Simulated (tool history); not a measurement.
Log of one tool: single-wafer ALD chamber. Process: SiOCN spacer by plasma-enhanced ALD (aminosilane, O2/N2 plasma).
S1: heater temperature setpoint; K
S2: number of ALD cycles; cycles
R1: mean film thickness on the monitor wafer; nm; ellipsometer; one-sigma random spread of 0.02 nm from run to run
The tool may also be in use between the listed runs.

run,day,S1,S2,R1
1,0.000,693.15,68,3.7342
2,0.254,683.15,68,3.8283
3,0.504,682.15,70,3.9768
4,0.721,681.15,71,4.0459
5,0.854,690.15,71,3.9375
6,1.167,682.15,71,4.0217
7,1.250,681.15,72,4.0951

Expected results for the next run?
8,1.558,680.15,73,?

Run 8 came out at R1 4.1548 nm.
